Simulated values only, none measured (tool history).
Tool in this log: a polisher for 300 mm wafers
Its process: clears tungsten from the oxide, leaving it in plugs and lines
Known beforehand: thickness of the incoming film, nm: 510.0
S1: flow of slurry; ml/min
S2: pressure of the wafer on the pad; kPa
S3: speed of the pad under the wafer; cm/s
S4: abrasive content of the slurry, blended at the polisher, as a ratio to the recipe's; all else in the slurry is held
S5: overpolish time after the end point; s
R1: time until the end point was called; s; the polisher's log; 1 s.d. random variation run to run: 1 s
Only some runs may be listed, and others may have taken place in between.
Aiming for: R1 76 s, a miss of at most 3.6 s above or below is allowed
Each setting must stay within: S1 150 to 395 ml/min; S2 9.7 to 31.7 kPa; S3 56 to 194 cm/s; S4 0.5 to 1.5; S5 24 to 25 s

run  hour   S1    S2   S3    S4  S5      R1
  1     0  250  20.7  124     1  24  116.76
  2   6.5  310  20.7  124     1  24  113.44
  3    12  310  20.7  124  1.15  24   115.3
  4  17.5  310  18.6  124  1.15  24  122.07
  5    20  310    20  126  1.15  24  112.15
  6  23.2  340    20  126  1.15  24  115.99
  7  30.2  340  21.4  126  1.15  24  109.33
  8  32.6  340  22.8  126  1.15  24  100.29
  9  35.6  340  23.4  126  1.15  24  97.289
 10  36.6  340  24.1  126  1.15  24  95.384
 11  43.1  340  24.8  126  1.15  24  91.111

Which of these 4 next moves meets every target?
  A  49.6  310    29  136   1.1  24   ?
  B  49.6  320  24.1  142  1.05  24   ?
  C  49.6  325  25.5  130  1.15  25   ?
  D  49.6  345  27.6  170   1.1  24   ?

move      R1
   A  74.933
   B  87.302
   C  86.638
   D  65.477
A: all results land within tolerance of their targets
B: closer than the last run, but not yet in spec
C: closer than the last run, but not yet in spec
D: moves the result that the last run missed by most past its target, out the other side
The right move is A.
